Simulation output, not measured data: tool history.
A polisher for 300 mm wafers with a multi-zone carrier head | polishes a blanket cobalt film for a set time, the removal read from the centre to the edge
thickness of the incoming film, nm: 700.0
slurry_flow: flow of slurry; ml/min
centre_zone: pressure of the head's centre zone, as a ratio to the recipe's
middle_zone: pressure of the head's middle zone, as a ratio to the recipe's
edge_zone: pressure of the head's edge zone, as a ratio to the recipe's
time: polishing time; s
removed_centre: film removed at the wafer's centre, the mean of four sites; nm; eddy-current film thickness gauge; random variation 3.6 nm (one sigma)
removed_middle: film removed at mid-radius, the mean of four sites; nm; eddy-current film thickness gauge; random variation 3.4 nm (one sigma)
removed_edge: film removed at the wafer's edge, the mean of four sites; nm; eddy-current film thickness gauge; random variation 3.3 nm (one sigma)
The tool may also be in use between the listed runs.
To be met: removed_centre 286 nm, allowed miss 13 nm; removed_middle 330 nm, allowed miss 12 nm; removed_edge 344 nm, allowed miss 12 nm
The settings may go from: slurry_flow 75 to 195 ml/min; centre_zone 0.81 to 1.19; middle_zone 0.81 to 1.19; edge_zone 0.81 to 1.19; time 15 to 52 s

Run 1, hour 0: slurry_flow 125 ml/min, centre_zone 1, middle_zone 1, edge_zone 1, time 33 s. Result: removed_centre 250.94 nm, removed_middle 253.8 nm, removed_edge 245.21 nm.
Run 2, hour 7: slurry_flow 135 ml/min, centre_zone 0.96, middle_zone 1, edge_zone 1.05, time 35 s. Result: removed_centre 260.36 nm, removed_middle 278 nm, removed_edge 268.35 nm.
Run 3, hour 15.4: slurry_flow 140 ml/min, centre_zone 0.93, middle_zone 0.98, edge_zone 1.09, time 37 s. Result: removed_centre 272.79 nm, removed_middle 287.9 nm, removed_edge 299.78 nm.
Run 4, hour 17.6: slurry_flow 150 ml/min, centre_zone 0.91, middle_zone 0.99, edge_zone 1.12, time 37 s. Result: removed_centre 271.79 nm, removed_middle 292.26 nm, removed_edge 298.63 nm.
Run 5, hour 19.1: slurry_flow 150 ml/min, centre_zone 0.89, middle_zone 0.99, edge_zone 1.13, time 38 s. Result: removed_centre 271.11 nm, removed_middle 300.44 nm, removed_edge 310.55 nm.
Run 6, hour 24.5: slurry_flow 150 ml/min, centre_zone 0.84, middle_zone 0.99, edge_zone 1.13, time 38 s. Result: removed_centre 259.07 nm, removed_middle 303.55 nm, removed_edge 312.29 nm.
Run 7, hour 29.6: slurry_flow 155 ml/min, centre_zone 0.84, middle_zone 0.99, edge_zone 1.14, time 39 s. Result: removed_centre 265.03 nm, removed_middle 305.79 nm, removed_edge 322.98 nm.
Run 8, hour 30.8: slurry_flow 160 ml/min, centre_zone 0.84, middle_zone 1, edge_zone 1.15, time 39 s. Result: removed_centre 270.18 nm, removed_middle 314.4 nm, removed_edge 322.27 nm.

5 next moves are on the table. One of them brings every result within its allowed miss. Which?
Run A, hour 32: slurry_flow 180 ml/min, centre_zone 0.87, middle_zone 1, edge_zone 1.19, time 40 s. Result: removed_centre ?, removed_middle ?, removed_edge ?.
Run B, hour 32: slurry_flow 195 ml/min, centre_zone 0.91, middle_zone 1.17, edge_zone 1.1, time 35 s. Result: removed_centre ?, removed_middle ?, removed_edge ?.
Run C, hour 32: slurry_flow 160 ml/min, centre_zone 0.84, middle_zone 1, edge_zone 1.12, time 45 s. Result: removed_centre ?, removed_middle ?, removed_edge ?.
Run D, hour 32: slurry_flow 125 ml/min, centre_zone 0.81, middle_zone 0.84, edge_zone 1.19, time 45 s. Result: removed_centre ?, removed_middle ?, removed_edge ?.
Run E, hour 32: slurry_flow 125 ml/min, centre_zone 0.91, middle_zone 0.85, edge_zone 1.19, time 45 s. Result: removed_centre ?, removed_middle ?, removed_edge ?.

move  removed_centre  removed_middle  removed_edge
   A          289.21          327.99         338.3
   B          266.06          331.57        285.73
   C           310.5          363.28        364.64
   D          289.15          303.23        367.68
   E          318.33          306.05        367.63
A: meets every target
B: further off than the last run
C: takes the result that was furthest off past its target
D: takes the result that was furthest off past its target
E: takes the result that was furthest off past its target
Answer: A

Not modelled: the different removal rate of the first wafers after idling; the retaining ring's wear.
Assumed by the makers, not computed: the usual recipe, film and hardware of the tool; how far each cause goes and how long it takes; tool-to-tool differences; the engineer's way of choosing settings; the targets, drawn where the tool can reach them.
